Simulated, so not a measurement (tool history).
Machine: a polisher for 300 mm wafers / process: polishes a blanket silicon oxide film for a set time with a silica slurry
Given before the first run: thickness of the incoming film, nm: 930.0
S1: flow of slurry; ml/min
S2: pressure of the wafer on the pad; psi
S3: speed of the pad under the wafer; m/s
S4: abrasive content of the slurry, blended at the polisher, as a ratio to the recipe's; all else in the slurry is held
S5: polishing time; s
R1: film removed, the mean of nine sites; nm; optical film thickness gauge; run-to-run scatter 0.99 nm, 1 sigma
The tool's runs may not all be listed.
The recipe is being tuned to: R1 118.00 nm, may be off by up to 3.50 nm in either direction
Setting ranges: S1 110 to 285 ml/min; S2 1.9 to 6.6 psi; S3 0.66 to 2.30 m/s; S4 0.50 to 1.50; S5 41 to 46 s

run  hour   S1   S2    S3    S4  S5      R1
  1   0.0  180  4.2  1.46  1.00  46  135.59
  2   6.5  175  4.1  1.46  1.00  46  134.40
  3  15.4  175  4.1  1.80  1.00  46  154.78
  4  18.1  205  4.1  1.80  1.00  46  157.40
  5  20.6  205  3.8  1.80  1.00  46  145.58
  6  21.5  165  3.8  1.80  1.00  46  142.37
  7  29.8  165  3.6  1.80  1.00  46  134.65
  8  35.3  165  3.5  1.80  1.00  46  131.98
     39.7  -- worn pad replaced by a new one
  9  39.7  165  3.4  1.80  1.00  46  142.19
 10  47.7  165  3.4  1.80  1.00  46  142.00
 11  52.1  165  3.0  1.76  1.00  46  122.13

Exactly one of the 5 candidate moves below puts every result within its allowed miss. Which one?
  A  56.5  130  3.0  1.72  1.05  46   ?
  B  56.5  155  2.8  1.70  0.95  46   ?
  C  56.5  155  2.9  1.92  0.90  41   ?
  D  56.5  200  2.9  1.74  0.80  45   ?
  E  56.5  160  2.6  1.84  1.00  46   ?

move      R1
   A  117.33
   B  109.22
   C  108.23
   D  110.49
   E  110.53
A: each result inside its tolerance
B: takes the biggest miss from the last run beyond its target
C: takes the biggest miss from the last run beyond its target
D: takes the biggest miss from the last run beyond its target
E: takes the biggest miss from the last run beyond its target
A meets every target.

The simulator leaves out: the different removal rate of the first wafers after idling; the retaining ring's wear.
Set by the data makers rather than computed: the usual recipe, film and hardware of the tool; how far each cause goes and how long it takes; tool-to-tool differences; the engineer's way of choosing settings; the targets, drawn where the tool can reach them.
